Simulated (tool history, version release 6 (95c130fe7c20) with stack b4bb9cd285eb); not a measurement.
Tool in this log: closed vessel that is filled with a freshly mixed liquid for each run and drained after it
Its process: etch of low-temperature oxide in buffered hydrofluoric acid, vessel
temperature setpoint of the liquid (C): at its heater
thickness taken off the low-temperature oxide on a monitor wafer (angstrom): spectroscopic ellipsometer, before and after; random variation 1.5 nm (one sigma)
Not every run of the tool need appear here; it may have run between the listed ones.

run	hour	temperature setpoint of the liquid (C)	parts of 40 % ammonium fluoride to one part of 49 % hydrofluoric acid (parts by volume)	time in the liquid (s)	thickness taken off the low-temperature oxide on a monitor wafer (angstrom)
1	0.0	23.0	21.0	95	1886.6
2	8.1	25.5	21.0	95	2158.8
3	13.9	27.5	16.5	95	2981.4
4	20.7	27.5	19.0	95	2609.6
5	24.9	27.5	19.0	100	2754.8
6	31.1	27.5	14.0	100	3710.4

Expected results for the next run?
7	40.4	28.5	13.0	100	?

thickness taken off the low-temperature oxide on a monitor wafer (angstrom): 4199.0

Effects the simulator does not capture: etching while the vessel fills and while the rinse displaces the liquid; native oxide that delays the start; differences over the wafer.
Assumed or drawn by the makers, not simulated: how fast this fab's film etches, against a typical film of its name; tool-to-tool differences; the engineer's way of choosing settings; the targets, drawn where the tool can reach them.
